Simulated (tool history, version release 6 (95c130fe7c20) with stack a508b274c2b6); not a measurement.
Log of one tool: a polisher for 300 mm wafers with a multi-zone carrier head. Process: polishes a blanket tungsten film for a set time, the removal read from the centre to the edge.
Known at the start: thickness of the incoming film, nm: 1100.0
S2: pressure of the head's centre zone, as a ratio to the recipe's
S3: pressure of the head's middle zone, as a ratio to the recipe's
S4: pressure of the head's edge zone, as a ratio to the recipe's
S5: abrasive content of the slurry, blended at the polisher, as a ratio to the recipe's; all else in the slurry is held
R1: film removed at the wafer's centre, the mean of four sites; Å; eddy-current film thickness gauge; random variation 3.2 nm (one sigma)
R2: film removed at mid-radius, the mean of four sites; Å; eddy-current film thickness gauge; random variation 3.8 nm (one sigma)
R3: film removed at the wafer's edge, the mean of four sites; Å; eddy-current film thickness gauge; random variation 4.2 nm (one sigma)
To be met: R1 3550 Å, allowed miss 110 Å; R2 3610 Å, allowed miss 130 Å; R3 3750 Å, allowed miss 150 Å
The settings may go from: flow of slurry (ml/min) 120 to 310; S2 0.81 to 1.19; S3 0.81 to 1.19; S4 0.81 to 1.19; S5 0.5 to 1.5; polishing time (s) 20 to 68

Run 1, day 0: flow of slurry (ml/min) 200, S2 1, S3 1, S4 1, S5 1, polishing time (s) 44. Result: R1 2543 Å, R2 2511.6 Å, R3 2458.4 Å.
Run 2, day 0.296: flow of slurry (ml/min) 200, S2 1, S3 1, S4 1.03, S5 1.1, polishing time (s) 46. Result: R1 2713.6 Å, R2 2650.7 Å, R3 2701.5 Å.
Run 3, day 0.542: flow of slurry (ml/min) 200, S2 1, S3 1, S4 1.03, S5 1.1, polishing time (s) 56. Result: R1 3312.8 Å, R2 3254.6 Å, R3 3302.9 Å.
Run 4, day 0.917: flow of slurry (ml/min) 200, S2 1, S3 1, S4 1.03, S5 0.9, polishing time (s) 56. Result: R1 3157.9 Å, R2 3127 Å, R3 3165.6 Å.
Run 5, day 1.083: flow of slurry (ml/min) 210, S2 1, S3 1.01, S4 1.06, S5 0.95, polishing time (s) 56. Result: R1 3316.9 Å, R2 3199.7 Å, R3 3236.6 Å.
Run 6, day 1.321: flow of slurry (ml/min) 185, S2 1, S3 1.01, S4 1.06, S5 0.95, polishing time (s) 56. Result: R1 3143.3 Å, R2 3136.6 Å, R3 3220.5 Å.
Run 7, day 1.525: flow of slurry (ml/min) 190, S2 0.99, S3 1.02, S4 1.08, S5 1, polishing time (s) 56. Result: R1 3207.8 Å, R2 3189.2 Å, R3 3269.8 Å.
Run 8, day 1.579: flow of slurry (ml/min) 225, S2 0.93, S3 1.06, S4 1.18, S5 1.25, polishing time (s) 58. Result: R1 3308.8 Å, R2 3739.8 Å, R3 3782 Å.
Run 9, day 1.825: flow of slurry (ml/min) 230, S2 0.94, S3 1.05, S4 1.18, S5 1.25, polishing time (s) 58. Result: R1 3409 Å, R2 3723.9 Å, R3 3743.8 Å.
Run 10, day 1.883: flow of slurry (ml/min) 230, S2 0.94, S3 1.04, S4 1.18, S5 1.25, polishing time (s) 58. Result: R1 3358.8 Å, R2 3694.8 Å, R3 3848.1 Å.
Run 11, day 2.225: flow of slurry (ml/min) 230, S2 0.95, S3 1.04, S4 1.17, S5 1.25, polishing time (s) 58. Result: R1 3399.3 Å, R2 3738.6 Å, R3 3755.8 Å.

5 next moves are on the table. One of them brings every result within its allowed miss. Which?
Run A, day 2.567: flow of slurry (ml/min) 245, S2 0.92, S3 1.09, S4 1.17, S5 1.15, polishing time (s) 57. Result: R1 ?, R2 ?, R3 ?.
Run B, day 2.567: flow of slurry (ml/min) 285, S2 0.84, S3 1.13, S4 1.19, S5 1.5, polishing time (s) 55. Result: R1 ?, R2 ?, R3 ?.
Run C, day 2.567: flow of slurry (ml/min) 310, S2 0.95, S3 1.13, S4 1.1, S5 1.2, polishing time (s) 59. Result: R1 ?, R2 ?, R3 ?.
Run D, day 2.567: flow of slurry (ml/min) 225, S2 0.99, S3 1.04, S4 1.17, S5 1.2, polishing time (s) 58. Result: R1 ?, R2 ?, R3 ?.
Run E, day 2.567: flow of slurry (ml/min) 235, S2 0.92, S3 1.03, S4 1.19, S5 1.2, polishing time (s) 57. Result: R1 ?, R2 ?, R3 ?.

move      R1      R2      R3
   A  3215.7  3762.6  3644.9
   B  3066.4  4041.1    3818
   C  3572.2  4152.8  3761.8
   D  3512.4  3681.5  3715.5
   E  3226.3  3612.7  3700.5
A: further off than the last run
B: further off than the last run
C: brings the result that was furthest off to its target, and leaves another outside
D: meets every target
E: further off than the last run
Move D is the one to make.
